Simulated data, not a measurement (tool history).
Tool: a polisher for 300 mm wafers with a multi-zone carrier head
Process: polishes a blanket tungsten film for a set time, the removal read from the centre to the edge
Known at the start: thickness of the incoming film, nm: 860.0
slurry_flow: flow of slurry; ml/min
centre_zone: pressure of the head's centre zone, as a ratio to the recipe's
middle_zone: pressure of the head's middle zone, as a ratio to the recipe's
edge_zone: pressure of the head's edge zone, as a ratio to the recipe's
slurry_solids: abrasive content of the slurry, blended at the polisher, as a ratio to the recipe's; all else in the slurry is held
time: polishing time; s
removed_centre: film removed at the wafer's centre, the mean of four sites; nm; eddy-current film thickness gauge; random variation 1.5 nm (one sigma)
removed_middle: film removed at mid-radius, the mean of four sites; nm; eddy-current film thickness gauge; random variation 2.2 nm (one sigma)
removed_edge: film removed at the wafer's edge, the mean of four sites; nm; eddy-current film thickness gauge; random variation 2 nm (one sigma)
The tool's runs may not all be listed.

run 1 hour=0 | slurry_flow=145 centre_zone=1 middle_zone=1 edge_zone=1 slurry_solids=1 time=63 | removed_centre=220.53 removed_middle=217.75 removed_edge=220.26
run 2 hour=5.2 | slurry_flow=140 centre_zone=1 middle_zone=0.98 edge_zone=1 slurry_solids=1 time=63 | removed_centre=223.4 removed_middle=212.64 removed_edge=220.73
run 3 hour=10.3 | slurry_flow=125 centre_zone=1 middle_zone=0.98 edge_zone=1 slurry_solids=1 time=63 | removed_centre=215.44 removed_middle=210.92 removed_edge=212.38
run 4 hour=18.5 | slurry_flow=125 centre_zone=1 middle_zone=0.96 edge_zone=1.01 slurry_solids=1 time=63 | removed_centre=213.1 removed_middle=201.18 removed_edge=217.01
run 5 hour=27 | slurry_flow=125 centre_zone=1 middle_zone=0.95 edge_zone=1.01 slurry_solids=1 time=63 | removed_centre=211.64 removed_middle=209.27 removed_edge=214
run 6 hour=32.6 | slurry_flow=125 centre_zone=1 middle_zone=0.95 edge_zone=1.01 slurry_solids=1.1 time=63 | removed_centre=217.69 removed_middle=206.3 removed_edge=220.2

Forecast run 7:
run 7 hour=36.2 | slurry_flow=120 centre_zone=1 middle_zone=0.94 edge_zone=1.01 slurry_solids=1.1 time=63 | removed_centre=? removed_middle=? removed_edge=?

Run 7 gave removed_centre 217.06 nm, removed_middle 203.08 nm, removed_edge 221.02 nm.
